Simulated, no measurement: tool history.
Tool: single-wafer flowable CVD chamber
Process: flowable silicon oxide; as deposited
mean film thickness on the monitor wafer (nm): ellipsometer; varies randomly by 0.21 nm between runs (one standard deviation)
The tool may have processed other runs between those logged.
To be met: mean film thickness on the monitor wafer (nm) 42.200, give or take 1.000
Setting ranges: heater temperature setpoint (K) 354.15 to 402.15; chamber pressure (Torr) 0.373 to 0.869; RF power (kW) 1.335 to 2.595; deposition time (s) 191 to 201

run    day  heater temperature setpoint (K)  chamber pressure (Torr)  RF power (kW)  deposition time (s)  mean film thickness on the monitor wafer (nm)
  1  0.000                           378.15                    0.621          1.965                  201                                         72.539
  2  0.254                           378.15                    0.621          1.965                  201                                         71.912
  3  0.467                           383.15                    0.620          1.965                  201                                         61.140
  4  0.712                           383.15                    0.620          1.965                  201                                         60.806
     0.762  -- RF generator calibrated
  5  0.762                           374.15                    0.620          1.965                  201                                         84.226
  6  0.829                           374.15                    0.676          1.965                  201                                         91.920
  7  1.021                           382.15                    0.675          1.965                  201                                         68.710
  8  1.125                           387.15                    0.674          1.965                  201                                         59.146
  9  1.438                           390.15                    0.673          1.965                  201                                         53.867
 10  1.762                           392.15                    0.673          1.965                  201                                         50.614

4 candidate next runs follow, results not yet known. Just one meets every target within its allowed miss. Identify it.
  A  2.088                           394.15                    0.653          2.290                  191                                              ?
  B  2.088                           387.15                    0.648          2.250                  191                                              ?
  C  2.088                           392.15                    0.605          1.660                  195                                              ?
  D  2.088                           388.15                    0.749          2.170                  201                                              ?

move  mean film thickness on the monitor wafer (nm)
   A                                         44.982
   B                                         55.153
   C                                         42.187
   D                                         64.520
A: gains on the last run, yet a result remains outside its allowed miss
B: further off than the last run
C: every result lands within tolerance
D: further off than the last run
Go with C: it meets all targets.
